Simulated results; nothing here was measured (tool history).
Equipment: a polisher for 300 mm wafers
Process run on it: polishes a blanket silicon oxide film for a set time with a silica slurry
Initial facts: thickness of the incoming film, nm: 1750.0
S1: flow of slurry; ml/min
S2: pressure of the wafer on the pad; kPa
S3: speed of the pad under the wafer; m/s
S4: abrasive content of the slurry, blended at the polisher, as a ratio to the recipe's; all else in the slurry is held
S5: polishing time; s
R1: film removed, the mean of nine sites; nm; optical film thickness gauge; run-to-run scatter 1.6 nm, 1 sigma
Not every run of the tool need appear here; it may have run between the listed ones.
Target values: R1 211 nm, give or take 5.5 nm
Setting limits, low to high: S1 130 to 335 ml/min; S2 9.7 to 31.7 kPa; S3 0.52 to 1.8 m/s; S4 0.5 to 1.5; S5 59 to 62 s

run  hour   S1    S2    S3    S4  S5      R1
  1     0  215  20.7  1.16     1  59  102.13
  2     4  215  20.7     1     1  59  93.952
  3   9.9  215  20.7     1     1  59  94.654
  4  13.3  220  22.1  1.06     1  59  104.59
  5    15  220  22.1   1.3     1  59  117.56
  6  15.9  220  22.1  1.14     1  59  107.16
  7  19.2  220  23.4   1.2     1  59  116.72
  8  22.3  225  24.8  1.26     1  59  125.37
  9  23.7  225  25.5  1.32     1  59  128.74
 10  32.3  225  26.2  1.38     1  59  136.58
 11  36.9  225  26.9  1.44     1  59  143.28
 12  41.4  225  26.9  1.44     1  59  143.62
 13  44.7  250  31.7  1.66     1  59  176.51
 14  47.4  250  31.7  1.68  1.05  59  181.99
 15  52.6  270  31.7   1.8   1.2  59  201.67
 16  60.5  270  31.7   1.8  1.25  59  203.36

Pick the move, out of 4, that brings all results within their allowed miss; only one does.
  A  68.4  260  31.7   1.8   1.2  62   ?
  B  68.4  185  31.7  1.62   1.5  59   ?
  C  68.4  275  30.3  1.74   1.2  61   ?
  D  68.4  255  29.6   1.8  1.25  59   ?

move      R1
   A  209.99
   B  196.05
   C  197.89
   D  193.26
A: meets every target
B: further off than the last run
C: further off than the last run
D: further off than the last run
Move A is the one to make.

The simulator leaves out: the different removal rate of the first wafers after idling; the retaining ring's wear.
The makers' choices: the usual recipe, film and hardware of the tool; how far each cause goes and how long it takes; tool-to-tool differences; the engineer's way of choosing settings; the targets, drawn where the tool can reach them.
